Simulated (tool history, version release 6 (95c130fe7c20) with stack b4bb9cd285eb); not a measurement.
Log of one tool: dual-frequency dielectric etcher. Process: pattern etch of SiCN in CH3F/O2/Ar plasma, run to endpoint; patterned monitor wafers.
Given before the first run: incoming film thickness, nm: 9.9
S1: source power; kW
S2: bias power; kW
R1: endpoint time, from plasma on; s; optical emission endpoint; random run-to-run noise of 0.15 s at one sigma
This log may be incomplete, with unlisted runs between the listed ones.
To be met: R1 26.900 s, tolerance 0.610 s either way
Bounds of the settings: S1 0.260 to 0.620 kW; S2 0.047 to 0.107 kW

run	hour	S1	S2	R1
1	0.0	0.440	0.077	24.121
2	4.0	0.400	0.077	25.174
3	12.1	0.440	0.077	24.052
4	13.1	0.440	0.086	23.301
5	17.0	0.420	0.085	24.134
6	20.3	0.420	0.093	23.406
7	26.0	0.400	0.092	23.609
8	30.9	0.380	0.091	24.308
9	31.6	0.370	0.090	24.615
10	32.3	0.360	0.089	25.009
11	34.6	0.350	0.089	25.380

Below are 4 possible settings for the next run. Only one of them brings all results inside the allowed miss of their targets. Which is it?
A	36.9	0.320	0.080	?
B	36.9	0.390	0.097	?
C	36.9	0.410	0.084	?
D	36.9	0.410	0.093	?

move	R1
A	26.892
B	23.543
C	24.159
D	23.418
A: every result within its allowed miss
B: misses by more than the last run did
C: misses by more than the last run did
D: misses by more than the last run did
Correct choice: A, which meets every target

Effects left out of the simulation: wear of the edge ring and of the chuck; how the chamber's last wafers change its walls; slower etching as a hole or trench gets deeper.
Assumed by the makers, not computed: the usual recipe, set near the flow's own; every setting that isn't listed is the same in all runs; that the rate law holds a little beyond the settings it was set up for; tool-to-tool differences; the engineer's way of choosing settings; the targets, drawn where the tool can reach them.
